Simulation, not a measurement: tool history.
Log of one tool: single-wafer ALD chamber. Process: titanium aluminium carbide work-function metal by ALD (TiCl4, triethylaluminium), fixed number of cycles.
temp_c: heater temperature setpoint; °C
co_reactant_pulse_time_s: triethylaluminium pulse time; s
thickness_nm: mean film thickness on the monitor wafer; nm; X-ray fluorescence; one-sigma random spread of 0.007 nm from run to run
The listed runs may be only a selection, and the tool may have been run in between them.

run 1 hour=0.0 | temp_c=310 co_reactant_pulse_time_s=11.65 | thickness_nm=2.0614
run 2 hour=4.7 | temp_c=305 co_reactant_pulse_time_s=11.65 | thickness_nm=2.0246
run 3 hour=10.8 | temp_c=305 co_reactant_pulse_time_s=9.39 | thickness_nm=1.9574
run 4 hour=15.3 | temp_c=304 co_reactant_pulse_time_s=9.26 | thickness_nm=1.9474
run 5 hour=18.0 | temp_c=304 co_reactant_pulse_time_s=11.51 | thickness_nm=2.0049
run 6 hour=26.7 | temp_c=302 co_reactant_pulse_time_s=11.32 | thickness_nm=1.9937

For run 7, what comes out?
run 7 hour=35.4 | temp_c=300 co_reactant_pulse_time_s=11.01 | thickness_nm=?

thickness_nm: 1.9709 nm

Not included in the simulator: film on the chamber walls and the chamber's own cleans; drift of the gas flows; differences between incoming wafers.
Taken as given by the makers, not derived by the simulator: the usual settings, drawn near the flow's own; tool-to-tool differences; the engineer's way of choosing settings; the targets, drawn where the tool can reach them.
